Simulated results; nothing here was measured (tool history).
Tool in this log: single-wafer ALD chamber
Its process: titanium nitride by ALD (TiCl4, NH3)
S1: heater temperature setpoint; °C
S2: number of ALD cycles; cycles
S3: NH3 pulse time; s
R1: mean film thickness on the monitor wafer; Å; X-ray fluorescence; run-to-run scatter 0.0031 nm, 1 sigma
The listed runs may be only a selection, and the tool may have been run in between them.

{"run": 1, "day": 0.0, "S1": 375, "S2": 51, "S3": 2.52, "R1": 9.8297}
{"run": 2, "day": 0.188, "S1": 375, "S2": 53, "S3": 2.52, "R1": 10.155}
{"run": 3, "day": 0.338, "S1": 372, "S2": 53, "S3": 2.31, "R1": 10.141}
{"run": 4, "day": 0.383, "S1": 381, "S2": 53, "S3": 2.31, "R1": 10.189}
{"run": 5, "day": 0.592, "S1": 377, "S2": 53, "S3": 2.13, "R1": 10.175}
{"run": 6, "day": 0.721, "S1": 384, "S2": 53, "S3": 2.13, "R1": 10.186}
{"run": 7, "day": 0.825, "S1": 372, "S2": 51, "S3": 1.32, "R1": 9.4172}
{"run": 8, "day": 1.062, "S1": 372, "S2": 51, "S3": 1.32, "R1": 9.4368}
{"run": 9, "day": 1.292, "S1": 369, "S2": 51, "S3": 1.27, "R1": 9.2926}
{"run": 10, "day": 1.538, "S1": 368, "S2": 51, "S3": 1.23, "R1": 9.2727}

Estimate the outcome of run 11 from the log above:
{"run": 11, "day": 1.779, "S1": 367, "S2": 51, "S3": 1.2, "R1": "?"}

R1: 9.2393 Å
